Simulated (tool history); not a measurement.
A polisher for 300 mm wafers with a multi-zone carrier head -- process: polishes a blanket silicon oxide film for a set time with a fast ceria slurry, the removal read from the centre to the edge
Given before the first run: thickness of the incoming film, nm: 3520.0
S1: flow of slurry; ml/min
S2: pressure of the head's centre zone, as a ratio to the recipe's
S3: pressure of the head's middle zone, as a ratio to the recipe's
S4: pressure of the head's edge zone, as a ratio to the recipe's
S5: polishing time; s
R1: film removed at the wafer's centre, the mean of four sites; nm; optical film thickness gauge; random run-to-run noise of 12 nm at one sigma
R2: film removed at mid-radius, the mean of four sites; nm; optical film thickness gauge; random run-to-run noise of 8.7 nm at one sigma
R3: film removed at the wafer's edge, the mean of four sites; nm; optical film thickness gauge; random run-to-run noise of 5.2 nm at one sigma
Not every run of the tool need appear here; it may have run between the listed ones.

run 1 hour=0.0 | S1=240 S2=1.00 S3=1.00 S4=1.00 S5=43 | R1=672.40 R2=667.09 R3=668.79
run 2 hour=1.0 | S1=240 S2=1.06 S3=1.00 S4=1.00 S5=43 | R1=708.90 R2=688.24 R3=672.38
run 3 hour=2.7 | S1=240 S2=1.06 S3=0.93 S4=1.00 S5=43 | R1=717.70 R2=652.34 R3=670.22
run 4 hour=3.8 | S1=240 S2=1.14 S3=0.93 S4=1.00 S5=43 | R1=769.24 R2=636.26 R3=667.73
run 5 hour=12.5 | S1=240 S2=1.07 S3=0.93 S4=1.00 S5=43 | R1=720.42 R2=641.60 R3=670.93
run 6 hour=20.2 | S1=245 S2=1.08 S3=0.94 S4=1.02 S5=43 | R1=729.10 R2=653.38 R3=672.82
run 7 hour=25.6 | S1=245 S2=1.08 S3=0.94 S4=1.02 S5=43 | R1=728.24 R2=647.60 R3=678.42
run 8 hour=26.5 | S1=250 S2=1.09 S3=0.95 S4=1.03 S5=43 | R1=734.15 R2=656.04 R3=679.73
run 9 hour=33.1 | S1=255 S2=1.10 S3=0.95 S4=1.04 S5=44 | R1=753.64 R2=680.18 R3=708.21
run 10 hour=36.5 | S1=260 S2=1.11 S3=0.95 S4=1.04 S5=44 | R1=790.57 R2=682.41 R3=696.52
run 11 hour=41.3 | S1=260 S2=1.11 S3=0.95 S4=1.05 S5=44 | R1=776.95 R2=673.34 R3=716.25
run 12 hour=44.9 | S1=270 S2=1.12 S3=0.96 S4=1.06 S5=44 | R1=781.04 R2=684.73 R3=714.95
run 13 hour=53.7 | S1=275 S2=1.13 S3=0.96 S4=1.07 S5=44 | R1=797.55 R2=677.73 R3=726.96
run 14 hour=62.0 | S1=280 S2=1.14 S3=0.97 S4=1.08 S5=44 | R1=817.25 R2=689.04 R3=730.06

What does the tool deliver on the next run?
run 15 hour=64.5 | S1=285 S2=1.14 S3=0.98 S4=1.09 S5=44 | R1=? R2=? R3=?

R1: 816.25 nm
R2: 691.03 nm
R3: 734.60 nm

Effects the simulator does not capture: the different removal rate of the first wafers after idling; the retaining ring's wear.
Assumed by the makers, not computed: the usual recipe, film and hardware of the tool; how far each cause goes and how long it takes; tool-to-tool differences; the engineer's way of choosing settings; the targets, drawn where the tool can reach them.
